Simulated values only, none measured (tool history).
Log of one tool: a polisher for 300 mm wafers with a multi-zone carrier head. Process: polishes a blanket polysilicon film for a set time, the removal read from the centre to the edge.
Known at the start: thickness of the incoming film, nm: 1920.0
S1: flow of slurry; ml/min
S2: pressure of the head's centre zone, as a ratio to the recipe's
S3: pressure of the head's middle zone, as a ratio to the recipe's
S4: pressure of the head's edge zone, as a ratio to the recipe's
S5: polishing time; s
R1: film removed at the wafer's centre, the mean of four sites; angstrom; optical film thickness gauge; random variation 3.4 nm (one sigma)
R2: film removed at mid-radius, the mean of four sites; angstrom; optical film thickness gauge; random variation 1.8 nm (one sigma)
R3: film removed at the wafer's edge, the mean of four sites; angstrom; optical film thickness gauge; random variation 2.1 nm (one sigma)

{"run": 1, "hour": 0.0, "S1": 315, "S2": 1, "S3": 1, "S4": 1, "S5": 61, "R1": 4675.7, "R2": 4615.5, "R3": 4656.8}
{"run": 2, "hour": 2.0, "S1": 345, "S2": 1, "S3": 1, "S4": 1, "S5": 61, "R1": 4734.5, "R2": 4673.6, "R3": 4658.7}
{"run": 3, "hour": 4.2, "S1": 350, "S2": 1.01, "S3": 0.97, "S4": 0.97, "S5": 55, "R1": 4328.5, "R2": 4106.1, "R3": 4189}
{"run": 4, "hour": 11.4, "S1": 355, "S2": 1.02, "S3": 0.95, "S4": 0.94, "S5": 50, "R1": 3927.2, "R2": 3698.2, "R3": 3730.9}
{"run": 5, "hour": 13.5, "S1": 355, "S2": 1.02, "S3": 0.95, "S4": 0.89, "S5": 50, "R1": 4043.9, "R2": 3669.7, "R3": 3700.1}
{"run": 6, "hour": 15.8, "S1": 355, "S2": 1.02, "S3": 0.95, "S4": 0.94, "S5": 50, "R1": 4045.8, "R2": 3689.4, "R3": 3694.5}
{"run": 7, "hour": 22.5, "S1": 355, "S2": 1.02, "S3": 0.95, "S4": 0.94, "S5": 50, "R1": 3984.8, "R2": 3665.7, "R3": 3717.6}
{"run": 8, "hour": 27.0, "S1": 360, "S2": 1.02, "S3": 0.93, "S4": 0.92, "S5": 47, "R1": 3717.7, "R2": 3371.7, "R3": 3459.4}
{"run": 9, "hour": 35.7, "S1": 375, "S2": 1.02, "S3": 0.91, "S4": 0.9, "S5": 45, "R1": 3631.6, "R2": 3183.8, "R3": 3333.2}
{"run": 10, "hour": 41.6, "S1": 370, "S2": 1.02, "S3": 0.9, "S4": 0.88, "S5": 43, "R1": 3402.9, "R2": 3077.8, "R3": 3152.9}

Run 11 comes next. What will it give?
{"run": 11, "hour": 48.1, "S1": 310, "S2": 1.08, "S3": 0.81, "S4": 0.82, "S5": 38, "R1": "?", "R2": "?", "R3": "?"}

Run 11 gave R1 3139.4 angstrom, R2 2380 angstrom, R3 2678.2 angstrom.
